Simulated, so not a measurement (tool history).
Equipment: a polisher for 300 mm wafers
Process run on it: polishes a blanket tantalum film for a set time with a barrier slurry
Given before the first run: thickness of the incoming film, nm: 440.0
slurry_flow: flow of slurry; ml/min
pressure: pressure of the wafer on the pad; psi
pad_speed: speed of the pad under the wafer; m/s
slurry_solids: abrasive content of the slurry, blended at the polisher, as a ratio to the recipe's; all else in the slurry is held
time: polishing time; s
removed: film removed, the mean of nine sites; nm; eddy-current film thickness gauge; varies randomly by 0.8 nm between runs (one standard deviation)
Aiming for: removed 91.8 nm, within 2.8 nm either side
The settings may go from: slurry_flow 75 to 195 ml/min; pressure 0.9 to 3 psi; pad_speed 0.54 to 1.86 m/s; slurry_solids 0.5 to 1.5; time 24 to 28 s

| run | hour | slurry_flow | pressure | pad_speed | slurry_solids | time | removed |
|---|---|---|---|---|---|---|---|
| 1 | 0 | 125 | 1.9 | 1.18 | 1 | 28 | 53.784 |
| 2 | 5 | 125 | 1.9 | 1.04 | 1 | 28 | 49.017 |
| 3 | 13.2 | 110 | 1.9 | 1.04 | 1 | 28 | 47.83 |
| 4 | 21.3 | 110 | 1.9 | 1.04 | 1 | 24 | 40.881 |
| 5 | 23.1 | 110 | 1.9 | 1.04 | 1.1 | 24 | 42.063 |
| 6 | 30.4 | 110 | 1.9 | 0.84 | 1.1 | 24 | 36.387 |
| 7 | 33.1 | 125 | 2.2 | 0.9 | 1.1 | 24 | 43.689 |
| 8 | 36.8 | 135 | 2.4 | 1 | 1.1 | 24 | 50.429 |
| 9 | 44.2 | 140 | 2.5 | 1.1 | 1.1 | 24 | 55.61 |
| 10 | 49.1 | 145 | 2.6 | 1.2 | 1.1 | 24 | 62.133 |
| 11 | 57.1 | 150 | 2.7 | 1.28 | 1.1 | 24 | 67.869 |
| 12 | 64.3 | 150 | 2.8 | 1.34 | 1.1 | 24 | 70.408 |

Next run, 5 choices. One meets every target within its allowed miss, the rest don't. Which?
| A | 71.5 | 135 | 2.8 | 1.32 | 1.5 | 28 | ? |
| B | 71.5 | 170 | 3 | 1.46 | 1.2 | 28 | ? |
| C | 71.5 | 125 | 2.6 | 0.82 | 1 | 24 | ? |
| D | 71.5 | 95 | 2.9 | 1.6 | 1.35 | 27 | ? |
| E | 71.5 | 150 | 2.9 | 1.28 | 1.1 | 28 | ? |

| move | removed |
|---|---|
| A | 87.228 |
| B | 99.094 |
| C | 45.813 |
| D | 92.756 |
| E | 84.126 |
A: an improvement on the last run, though not all results are within tolerance
B: takes the biggest miss from the last run beyond its target
C: misses by more than the last run did
D: meets every target
E: an improvement on the last run, though not all results are within tolerance
The right move is D.

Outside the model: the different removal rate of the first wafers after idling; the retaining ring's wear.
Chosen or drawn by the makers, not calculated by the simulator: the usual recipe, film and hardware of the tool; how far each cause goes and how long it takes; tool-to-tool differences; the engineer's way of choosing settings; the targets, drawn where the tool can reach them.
